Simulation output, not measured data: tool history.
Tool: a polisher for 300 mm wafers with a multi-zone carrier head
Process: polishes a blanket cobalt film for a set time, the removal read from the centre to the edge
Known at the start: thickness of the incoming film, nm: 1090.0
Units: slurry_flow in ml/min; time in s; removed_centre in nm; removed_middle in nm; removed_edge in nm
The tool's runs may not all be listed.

run 1 day=0.000 | slurry_flow=170 centre_zone=1.00 middle_zone=1.00 edge_zone=1.00 time=44 | removed_centre=102.440 removed_middle=105.370 removed_edge=105.750
run 2 day=0.321 | slurry_flow=165 centre_zone=1.00 middle_zone=0.98 edge_zone=1.00 time=42 | removed_centre=98.714 removed_middle=97.599 removed_edge=100.400
run 3 day=0.412 | slurry_flow=160 centre_zone=0.99 middle_zone=0.96 edge_zone=0.99 time=40 | removed_centre=94.658 removed_middle=91.113 removed_edge=95.356
run 4 day=0.662 | slurry_flow=160 centre_zone=1.06 middle_zone=0.96 edge_zone=0.99 time=40 | removed_centre=97.855 removed_middle=90.480 removed_edge=95.818
run 5 day=0.917 | slurry_flow=155 centre_zone=1.04 middle_zone=0.94 edge_zone=0.99 time=39 | removed_centre=93.712 removed_middle=87.725 removed_edge=90.675
run 6 day=1.221 | slurry_flow=155 centre_zone=1.04 middle_zone=0.94 edge_zone=0.94 time=39 | removed_centre=92.491 removed_middle=87.170 removed_edge=89.337
run 7 day=1.450 | slurry_flow=150 centre_zone=1.03 middle_zone=0.92 edge_zone=0.96 time=38 | removed_centre=89.755 removed_middle=82.752 removed_edge=88.046
run 8 day=1.771 | slurry_flow=150 centre_zone=1.03 middle_zone=0.92 edge_zone=0.96 time=38 | removed_centre=88.498 removed_middle=82.612 removed_edge=87.306
run 9 day=2.025 | slurry_flow=145 centre_zone=1.03 middle_zone=0.91 edge_zone=0.97 time=37 | removed_centre=86.321 removed_middle=79.255 removed_edge=85.488
run 10 day=2.338 | slurry_flow=140 centre_zone=1.03 middle_zone=0.90 edge_zone=0.97 time=36 | removed_centre=83.322 removed_middle=75.858 removed_edge=83.607

Run 11 comes next. What will it give?
run 11 day=2.504 | slurry_flow=135 centre_zone=1.03 middle_zone=0.89 edge_zone=0.97 time=35 | removed_centre=? removed_middle=? removed_edge=?

{"run 11": {"removed_centre": 79.517, "removed_middle": 72.819, "removed_edge": 80.395}}
